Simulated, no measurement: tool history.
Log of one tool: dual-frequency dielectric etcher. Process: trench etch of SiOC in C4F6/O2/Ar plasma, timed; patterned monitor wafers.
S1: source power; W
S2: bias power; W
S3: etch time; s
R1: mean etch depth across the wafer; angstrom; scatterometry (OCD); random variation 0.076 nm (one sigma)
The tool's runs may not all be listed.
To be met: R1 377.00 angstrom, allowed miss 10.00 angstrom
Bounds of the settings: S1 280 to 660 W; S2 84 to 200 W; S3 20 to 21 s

run 1 day=0.000 | S1=470 S2=142 S3=20 | R1=425.60
run 2 day=0.075 | S1=450 S2=140 S3=20 | R1=417.88
run 3 day=0.288 | S1=530 S2=140 S3=20 | R1=441.78
run 4 day=0.425 | S1=500 S2=136 S3=20 | R1=428.66
run 5 day=0.621 | S1=530 S2=136 S3=20 | R1=438.82
run 6 day=0.650 | S1=500 S2=133 S3=20 | R1=426.98
-- day=0.704 source power generator calibrated
run 7 day=0.704 | S1=480 S2=130 S3=20 | R1=415.04
run 8 day=0.862 | S1=460 S2=128 S3=20 | R1=407.09

Which of these 4 next moves meets every target?
run A day=1.021 | S1=480 S2=132 S3=20 | R1=?
run B day=1.021 | S1=510 S2=100 S3=20 | R1=?
run C day=1.021 | S1=420 S2=110 S3=21 | R1=?
run D day=1.021 | S1=350 S2=139 S3=20 | R1=?

move=A R1=416.06
move=B R1=393.75
move=C R1=396.66
move=D R1=380.26
A: further off than the last run
B: nearer than the last run, and not there yet
C: nearer than the last run, and not there yet
D: meets every target
Answer: D

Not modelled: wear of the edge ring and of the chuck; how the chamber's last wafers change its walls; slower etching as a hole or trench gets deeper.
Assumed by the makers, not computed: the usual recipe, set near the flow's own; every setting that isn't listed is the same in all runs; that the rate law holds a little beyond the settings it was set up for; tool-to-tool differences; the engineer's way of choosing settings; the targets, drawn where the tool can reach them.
